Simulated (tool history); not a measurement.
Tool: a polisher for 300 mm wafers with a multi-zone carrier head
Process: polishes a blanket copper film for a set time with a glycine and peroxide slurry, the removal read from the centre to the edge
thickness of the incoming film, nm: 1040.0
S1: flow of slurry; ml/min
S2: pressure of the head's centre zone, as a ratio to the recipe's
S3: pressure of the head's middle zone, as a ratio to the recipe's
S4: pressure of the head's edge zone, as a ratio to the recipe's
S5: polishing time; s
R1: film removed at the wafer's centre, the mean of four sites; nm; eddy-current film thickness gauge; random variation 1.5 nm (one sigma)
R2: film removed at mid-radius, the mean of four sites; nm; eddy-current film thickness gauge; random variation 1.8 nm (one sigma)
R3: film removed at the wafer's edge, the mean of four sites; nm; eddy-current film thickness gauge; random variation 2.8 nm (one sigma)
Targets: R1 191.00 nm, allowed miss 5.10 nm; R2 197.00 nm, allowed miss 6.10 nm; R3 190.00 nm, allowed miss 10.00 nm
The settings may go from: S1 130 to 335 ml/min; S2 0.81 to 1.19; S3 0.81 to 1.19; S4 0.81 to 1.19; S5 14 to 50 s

run 1 hour=0.0 | S1=215 S2=1.00 S3=1.00 S4=1.00 S5=32 | R1=237.97 R2=241.94 R3=238.82
run 2 hour=2.3 | S1=215 S2=1.00 S3=0.96 S4=1.00 S5=32 | R1=237.78 R2=233.36 R3=235.29
run 3 hour=9.4 | S1=215 S2=1.00 S3=0.88 S4=1.00 S5=32 | R1=234.05 R2=217.83 R3=235.95
run 4 hour=13.1 | S1=215 S2=1.00 S3=0.81 S4=1.00 S5=32 | R1=236.74 R2=203.10 R3=242.67
run 5 hour=21.1 | S1=215 S2=1.00 S3=0.81 S4=1.08 S5=32 | R1=238.38 R2=203.91 R3=245.40
run 6 hour=26.5 | S1=215 S2=1.00 S3=0.81 S4=1.04 S5=32 | R1=237.54 R2=205.56 R3=244.26
run 7 hour=30.1 | S1=220 S2=0.98 S3=0.91 S4=0.94 S5=24 | R1=174.32 R2=168.65 R3=175.66
run 8 hour=33.7 | S1=235 S2=0.98 S3=0.94 S4=0.96 S5=24 | R1=177.45 R2=177.05 R3=178.79
run 9 hour=37.6 | S1=250 S2=0.98 S3=0.95 S4=0.98 S5=24 | R1=175.95 R2=178.16 R3=177.96
run 10 hour=38.3 | S1=250 S2=0.98 S3=0.95 S4=0.98 S5=24 | R1=176.80 R2=177.00 R3=178.82
run 11 hour=43.1 | S1=250 S2=0.99 S3=0.97 S4=1.00 S5=24 | R1=179.43 R2=183.78 R3=181.31
run 12 hour=43.9 | S1=250 S2=1.00 S3=0.98 S4=1.02 S5=24 | R1=183.17 R2=182.73 R3=181.82
run 13 hour=46.0 | S1=250 S2=1.00 S3=1.00 S4=1.03 S5=24 | R1=181.37 R2=185.16 R3=181.74

5 next moves are on the table. One of them brings every result within its allowed miss. Which?
run A hour=48.1 | S1=205 S2=0.92 S3=1.03 S4=1.05 S5=26 | R1=? R2=? R3=?
run B hour=48.1 | S1=270 S2=0.93 S3=1.04 S4=1.04 S5=25 | R1=? R2=? R3=?
run C hour=48.1 | S1=305 S2=1.09 S3=1.19 S4=0.93 S5=23 | R1=? R2=? R3=?
run D hour=48.1 | S1=285 S2=1.04 S3=1.05 S4=1.08 S5=24 | R1=? R2=? R3=?
run E hour=48.1 | S1=190 S2=0.94 S3=1.01 S4=0.99 S5=26 | R1=? R2=? R3=?

move=A R1=180.68 R2=203.03 R3=196.91
move=B R1=181.24 R2=202.62 R3=192.57
move=C R1=195.89 R2=211.48 R3=169.02
move=D R1=194.13 R2=196.99 R3=189.07
move=E R1=182.46 R2=197.90 R3=190.13
A: brings the result that was furthest off to its target, and leaves another outside
B: brings the result that was furthest off to its target, and leaves another outside
C: takes the result that was furthest off past its target
D: meets every target
E: brings the result that was furthest off to its target, and leaves another outside
Answer: D

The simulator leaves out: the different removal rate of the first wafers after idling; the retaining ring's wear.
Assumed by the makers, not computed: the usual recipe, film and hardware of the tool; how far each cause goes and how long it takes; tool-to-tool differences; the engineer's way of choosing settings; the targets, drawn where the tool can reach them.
